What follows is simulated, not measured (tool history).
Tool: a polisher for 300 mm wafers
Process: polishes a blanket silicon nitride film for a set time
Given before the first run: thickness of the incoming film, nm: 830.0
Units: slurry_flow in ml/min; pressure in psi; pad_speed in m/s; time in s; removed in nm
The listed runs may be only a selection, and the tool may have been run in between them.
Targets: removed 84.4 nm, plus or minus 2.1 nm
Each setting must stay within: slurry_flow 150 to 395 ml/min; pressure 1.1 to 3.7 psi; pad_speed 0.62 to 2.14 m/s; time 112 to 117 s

{"run": 1, "hour": 0.0, "slurry_flow": 250, "pressure": 2.4, "pad_speed": 1.38, "time": 112, "removed": 182.05}
{"run": 2, "hour": 5.0, "slurry_flow": 245, "pressure": 2, "pad_speed": 1.28, "time": 112, "removed": 142.4}
{"run": 3, "hour": 13.1, "slurry_flow": 245, "pressure": 2.2, "pad_speed": 1.28, "time": 112, "removed": 157.43}
{"run": 4, "hour": 20.5, "slurry_flow": 240, "pressure": 1.9, "pad_speed": 1.22, "time": 112, "removed": 128.42}
{"run": 5, "hour": 27.9, "slurry_flow": 240, "pressure": 2.1, "pad_speed": 1.22, "time": 112, "removed": 141.88}
{"run": 6, "hour": 31.4, "slurry_flow": 185, "pressure": 2.1, "pad_speed": 1.22, "time": 112, "removed": 141.94}
{"run": 7, "hour": 38.9, "slurry_flow": 185, "pressure": 2.1, "pad_speed": 1.22, "time": 112, "removed": 142.65}
{"run": 8, "hour": 47.5, "slurry_flow": 185, "pressure": 1.8, "pad_speed": 1.2, "time": 112, "removed": 118.43}
{"run": 9, "hour": 54.7, "slurry_flow": 185, "pressure": 1.6, "pad_speed": 1.2, "time": 112, "removed": 107.26}
{"run": 10, "hour": 55.5, "slurry_flow": 185, "pressure": 1.5, "pad_speed": 1.2, "time": 112, "removed": 101.01}
{"run": 11, "hour": 57.3, "slurry_flow": 180, "pressure": 1.1, "pad_speed": 1.2, "time": 112, "removed": 74.767}
{"run": 12, "hour": 66.1, "slurry_flow": 180, "pressure": 1.2, "pad_speed": 1.2, "time": 112, "removed": 81.014}
{"run": 13, "hour": 71.2, "slurry_flow": 200, "pressure": 1.3, "pad_speed": 1.2, "time": 112, "removed": 88.241}
{"run": 14, "hour": 79.4, "slurry_flow": 165, "pressure": 1.3, "pad_speed": 1.2, "time": 112, "removed": 87.559}
{"run": 15, "hour": 87.5, "slurry_flow": 165, "pressure": 1.2, "pad_speed": 1.2, "time": 112, "removed": 79.208}
{"run": 16, "hour": 89.4, "slurry_flow": 165, "pressure": 1.2, "pad_speed": 1.2, "time": 112, "removed": 79.52}
{"run": 17, "hour": 93.8, "slurry_flow": 175, "pressure": 1.2, "pad_speed": 1.2, "time": 112, "removed": 81.753}
{"run": 18, "hour": 95.6, "slurry_flow": 180, "pressure": 1.2, "pad_speed": 1.2, "time": 112, "removed": 81.583}
{"run": 19, "hour": 101.0, "slurry_flow": 180, "pressure": 1.2, "pad_speed": 1.2, "time": 112, "removed": 80.877}
{"run": 20, "hour": 106.4, "slurry_flow": 180, "pressure": 1.3, "pad_speed": 1.2, "time": 112, "removed": 87.38}
{"run": 21, "hour": 111.5, "slurry_flow": 180, "pressure": 1.2, "pad_speed": 1.2, "time": 112, "removed": 80.357}
{"run": 22, "hour": 120.3, "slurry_flow": 180, "pressure": 1.3, "pad_speed": 1.2, "time": 112, "removed": 87.335}
{"run": 23, "hour": 127.3, "slurry_flow": 180, "pressure": 1.2, "pad_speed": 1.2, "time": 112, "removed": 81.192}

5 candidate next runs follow, results not yet known. Just one meets every target within its allowed miss. Identify it.
{"run": "A", "hour": 134.3, "slurry_flow": 180, "pressure": 1.1, "pad_speed": 1.28, "time": 112, "removed": "?"}
{"run": "B", "hour": 134.3, "slurry_flow": 160, "pressure": 1.2, "pad_speed": 1.2, "time": 113, "removed": "?"}
{"run": "C", "hour": 134.3, "slurry_flow": 170, "pressure": 1.2, "pad_speed": 1.12, "time": 117, "removed": "?"}
{"run": "D", "hour": 134.3, "slurry_flow": 180, "pressure": 1.3, "pad_speed": 1.02, "time": 117, "removed": "?"}
{"run": "E", "hour": 134.3, "slurry_flow": 190, "pressure": 1.2, "pad_speed": 1.22, "time": 115, "removed": "?"}

move=A removed=79.316
move=B removed=81.672
move=C removed=80.454
move=D removed=80.929
move=E removed=85.441
A: its largest miss is bigger than the last run's
B: better than the last run, though not everything is in spec
C: its largest miss is bigger than the last run's
D: its largest miss is bigger than the last run's
E: meets every target
Move E is the one to make.
